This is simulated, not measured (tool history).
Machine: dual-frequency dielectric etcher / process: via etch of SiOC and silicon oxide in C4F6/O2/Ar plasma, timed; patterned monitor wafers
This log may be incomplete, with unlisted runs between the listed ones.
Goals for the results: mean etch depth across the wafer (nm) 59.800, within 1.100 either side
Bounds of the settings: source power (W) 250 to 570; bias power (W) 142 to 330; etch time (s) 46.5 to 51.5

run    day  source power (W)  bias power (W)  etch time (s)  mean etch depth across the wafer (nm)
  1  0.000               410             236           51.5                                 66.274
  2  0.038               380             233           51.5                                 64.537
  3  0.200               360             230           51.5                                 63.254
  4  0.329               340             228           51.5                                 62.105
  5  0.467               340             228           46.5                                 56.058
  6  0.625               340             243           46.5                                 57.316
  7  0.721               350             244           46.5                                 57.950
  8  0.746               360             245           46.5                                 58.765
  9  0.912               360             246           46.5                                 58.808

Of the 4 settings listed for the next run, only one would bring every result within its allowed miss of target. Which one?
  A  1.079               340             232           49.0                                      ?
  B  1.079               310             264           49.5                                      ?
  C  1.079               370             226           46.5                                      ?
  D  1.079               310             239           48.0                                      ?

move  mean etch depth across the wafer (nm)
   A                                 59.367
   B                                 61.437
   C                                 57.069
   D                                 57.412
A: each result inside its tolerance
B: takes the result that was furthest off past its target
C: lands further from the targets than the last run did
D: lands further from the targets than the last run did
A meets every target.
